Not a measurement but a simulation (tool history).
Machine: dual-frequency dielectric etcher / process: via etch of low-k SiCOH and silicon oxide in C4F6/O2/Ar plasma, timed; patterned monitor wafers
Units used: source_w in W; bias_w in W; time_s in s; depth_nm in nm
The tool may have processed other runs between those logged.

run	hour	source_w	bias_w	time_s	depth_nm
1	0	340	251	50.5	150.02
2	6.5	370	251	50.5	155.4
3	8.1	370	251	50.5	154.29
4	12.7	370	220	50.5	146.39
5	20.6	390	229	50.5	152.57
6	25.8	390	229	47	141.73
7	27	410	247	47	148.6

Run 8 has not been measured yet. What should we expect?
8	31.5	420	264	47	?

{"run 8": {"depth_nm": 152.47}}
